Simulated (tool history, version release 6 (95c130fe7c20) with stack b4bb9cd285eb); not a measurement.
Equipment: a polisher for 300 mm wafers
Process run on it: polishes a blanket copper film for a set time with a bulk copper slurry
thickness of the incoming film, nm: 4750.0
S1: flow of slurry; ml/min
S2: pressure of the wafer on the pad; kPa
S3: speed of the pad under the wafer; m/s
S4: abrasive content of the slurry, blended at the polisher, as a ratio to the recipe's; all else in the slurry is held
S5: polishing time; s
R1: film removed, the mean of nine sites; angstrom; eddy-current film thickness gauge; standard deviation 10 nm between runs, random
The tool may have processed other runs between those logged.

run  hour   S1    S2    S3   S4  S5      R1
  1   0.0  265  13.8  0.84  1.0  90  5326.4
  2   1.8  265  15.2  0.84  1.0  90  5765.7
  3   3.5  265  16.5  0.84  1.0  90  6263.1
  4  10.4  265  17.2  0.84  1.0  90  6457.3
  5  19.4  265  17.2  0.84  1.2  90  6801.3
  6  22.5  265  17.2  0.74  1.2  90  5942.6
  7  28.9  265  17.9  0.74  1.2  90  6421.4
  8  34.6  265  18.6  0.74  1.2  90  6448.6

What does the tool deliver on the next run?
  9  35.9  265  19.3  0.74  1.2  90   ?

R1: 6804.2 angstrom
